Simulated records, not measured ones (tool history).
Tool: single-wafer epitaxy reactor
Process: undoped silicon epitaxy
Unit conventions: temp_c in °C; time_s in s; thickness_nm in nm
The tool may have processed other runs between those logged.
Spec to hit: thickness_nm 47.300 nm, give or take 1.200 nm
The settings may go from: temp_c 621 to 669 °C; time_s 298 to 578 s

Run 1, hour 0.0: temp_c 645 °C, time_s 438 s. Result: thickness_nm 66.805 nm.
Run 2, hour 4.2: temp_c 643 °C, time_s 437 s. Result: thickness_nm 63.928 nm.
Run 3, hour 5.3: temp_c 643 °C, time_s 408 s. Result: thickness_nm 60.130 nm.
Run 4, hour 13.1: temp_c 647 °C, time_s 408 s. Result: thickness_nm 64.558 nm.
Run 5, hour 19.9: temp_c 645 °C, time_s 407 s. Result: thickness_nm 62.047 nm.
Run 6, hour 21.1: temp_c 651 °C, time_s 407 s. Result: thickness_nm 69.699 nm.
Run 7, hour 28.8: temp_c 648 °C, time_s 406 s. Result: thickness_nm 65.181 nm.
Run 8, hour 29.4: temp_c 636 °C, time_s 402 s. Result: thickness_nm 51.412 nm.
Run 9, hour 34.7: temp_c 635 °C, time_s 402 s. Result: thickness_nm 50.317 nm.

Next run, 5 choices. One meets every target within its allowed miss, the rest don't. Which?
Run A, hour 40.0: temp_c 637 °C, time_s 363 s. Result: thickness_nm ?.
Run B, hour 40.0: temp_c 640 °C, time_s 398 s. Result: thickness_nm ?.
Run C, hour 40.0: temp_c 631 °C, time_s 435 s. Result: thickness_nm ?.
Run D, hour 40.0: temp_c 633 °C, time_s 418 s. Result: thickness_nm ?.
Run E, hour 40.0: temp_c 639 °C, time_s 382 s. Result: thickness_nm ?.

move  thickness_nm
   A        47.522
   B        55.299
   C        50.504
   D        50.520
   E        52.035
A: meets every target
B: further off than the last run
C: further off than the last run
D: further off than the last run
E: further off than the last run
A meets every target.

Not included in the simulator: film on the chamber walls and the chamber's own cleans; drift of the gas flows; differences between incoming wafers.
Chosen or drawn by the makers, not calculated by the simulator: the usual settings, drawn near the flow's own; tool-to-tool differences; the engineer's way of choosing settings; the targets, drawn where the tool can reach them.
